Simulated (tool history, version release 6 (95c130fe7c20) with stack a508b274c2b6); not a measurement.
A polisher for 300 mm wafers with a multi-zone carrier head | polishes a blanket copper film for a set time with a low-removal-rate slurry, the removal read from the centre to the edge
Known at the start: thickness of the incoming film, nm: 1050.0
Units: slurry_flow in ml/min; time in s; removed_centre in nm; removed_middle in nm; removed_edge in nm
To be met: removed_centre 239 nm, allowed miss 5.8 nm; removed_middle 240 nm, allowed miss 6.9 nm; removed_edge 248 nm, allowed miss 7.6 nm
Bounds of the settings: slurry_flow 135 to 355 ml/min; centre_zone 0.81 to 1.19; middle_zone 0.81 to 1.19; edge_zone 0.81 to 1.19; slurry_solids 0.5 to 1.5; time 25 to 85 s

run 1 hour=0 | slurry_flow=225 centre_zone=1 middle_zone=1 edge_zone=1 slurry_solids=1 time=55 | removed_centre=201.95 removed_middle=197.39 removed_edge=198.53
run 2 hour=3.1 | slurry_flow=240 centre_zone=1.01 middle_zone=1.02 edge_zone=1.05 slurry_solids=1.1 time=55 | removed_centre=209.79 removed_middle=207.83 removed_edge=207.6
run 3 hour=10.5 | slurry_flow=240 centre_zone=0.94 middle_zone=1.02 edge_zone=1.05 slurry_solids=1.1 time=55 | removed_centre=193.41 removed_middle=208.08 removed_edge=211.94
run 4 hour=16.2 | slurry_flow=255 centre_zone=0.96 middle_zone=1.02 edge_zone=1.08 slurry_solids=1.2 time=55 | removed_centre=203.84 removed_middle=209.63 removed_edge=216.44
run 5 hour=23.6 | slurry_flow=255 centre_zone=0.96 middle_zone=1.02 edge_zone=1.08 slurry_solids=1.2 time=45 | removed_centre=166.48 removed_middle=174.91 removed_edge=175.45
run 6 hour=30.4 | slurry_flow=245 centre_zone=0.97 middle_zone=1.03 edge_zone=1.1 slurry_solids=1.3 time=49 | removed_centre=187.77 removed_middle=191.06 removed_edge=195.92
run 7 hour=35.8 | slurry_flow=240 centre_zone=0.97 middle_zone=1.05 edge_zone=1.11 slurry_solids=1.35 time=52 | removed_centre=196.16 removed_middle=208.67 removed_edge=212.68
run 8 hour=44.3 | slurry_flow=240 centre_zone=0.99 middle_zone=1.06 edge_zone=1.13 slurry_solids=1.4 time=53 | removed_centre=203.53 removed_middle=213.72 removed_edge=218.06
run 9 hour=45.2 | slurry_flow=305 centre_zone=1.04 middle_zone=1.07 edge_zone=1.19 slurry_solids=1.5 time=58 | removed_centre=249.79 removed_middle=247.83 removed_edge=253.33
run 10 hour=47.4 | slurry_flow=295 centre_zone=1.04 middle_zone=1.07 edge_zone=1.19 slurry_solids=1.5 time=58 | removed_centre=251.02 removed_middle=245.4 removed_edge=250.06

Which of these 5 next moves meets every target?
run A hour=49.6 | slurry_flow=270 centre_zone=1.01 middle_zone=1.08 edge_zone=1.18 slurry_solids=1.35 time=61 | removed_centre=? removed_middle=? removed_edge=?
run B hour=49.6 | slurry_flow=280 centre_zone=1.08 middle_zone=1.02 edge_zone=1.19 slurry_solids=1.5 time=60 | removed_centre=? removed_middle=? removed_edge=?
run C hour=49.6 | slurry_flow=250 centre_zone=1.16 middle_zone=1.03 edge_zone=1.16 slurry_solids=1.3 time=58 | removed_centre=? removed_middle=? removed_edge=?
run D hour=49.6 | slurry_flow=325 centre_zone=1.09 middle_zone=1.06 edge_zone=1.14 slurry_solids=1.5 time=58 | removed_centre=? removed_middle=? removed_edge=?
run E hour=49.6 | slurry_flow=355 centre_zone=1.01 middle_zone=1.04 edge_zone=1.17 slurry_solids=1.35 time=58 | removed_centre=? removed_middle=? removed_edge=?

move=A removed_centre=243.3 removed_middle=254.87 removed_edge=255.86
move=B removed_centre=262.46 removed_middle=244.69 removed_edge=259.09
move=C removed_centre=261.24 removed_middle=228.77 removed_edge=237.87
move=D removed_centre=260.45 removed_middle=248.09 removed_edge=247.61
move=E removed_centre=238.26 removed_middle=241.06 removed_edge=247.36
A: brings the result that was furthest off to its target, and leaves another outside
B: further off than the last run
C: further off than the last run
D: further off than the last run
E: meets every target
The right move is E.
